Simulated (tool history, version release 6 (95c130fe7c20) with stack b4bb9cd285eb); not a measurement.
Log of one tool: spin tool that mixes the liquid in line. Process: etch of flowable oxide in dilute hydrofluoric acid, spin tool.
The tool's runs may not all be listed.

run	hour	temperature setpoint of the liquid (°C)	parts of water to one part of 49 % hydrofluoric acid (parts by volume)	time under the liquid (s)	thickness taken off the flowable oxide on a monitor wafer (angstrom)
1	0	24	245	35	49.801
2	3.1	21.5	245	35	45.179
3	11.5	21.5	275	35	39.312
4	16.7	21.5	275	35	39.228
5	19.2	21.5	315	35	32.905
6	20.6	19.5	315	35	30.635
7	28.4	23	255	35	45.544
8	31	25.5	210	35	63.187
9	31.6	25.5	210	35	63.798

Forecast run 10:
10	33.4	29.5	115	35	?

Run 10 gave thickness taken off the flowable oxide on a monitor wafer (angstrom) 151.08.

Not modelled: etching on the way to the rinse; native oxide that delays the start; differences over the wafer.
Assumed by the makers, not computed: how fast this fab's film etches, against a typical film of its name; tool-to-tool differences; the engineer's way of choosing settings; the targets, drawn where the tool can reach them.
